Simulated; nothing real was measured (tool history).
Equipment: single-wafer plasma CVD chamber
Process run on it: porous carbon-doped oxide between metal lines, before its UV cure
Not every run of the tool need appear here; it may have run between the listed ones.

run	hour	heater temperature setpoint (K)	RF power (kW)	deposition time (s)	mean film thickness on the monitor wafer (Å)
1	0	553.15	0.515	36.2	2340.5
2	7.8	557.15	0.515	36.2	2263
3	16.2	557.15	0.515	36.2	2281.2
4	18.4	557.15	0.575	36.2	2424.4
5	21.9	562.15	0.54	36.2	2277.2
6	25.7	570.15	0.54	36.2	2178
7	26.2	572.15	0.505	36.2	2067.5
8	29.6	573.15	0.48	36.2	1995

What will run 9 give?
9	30.9	574.15	0.46	36.2	?

{"run 9": {"mean film thickness on the monitor wafer (Å)": 1935.6}}
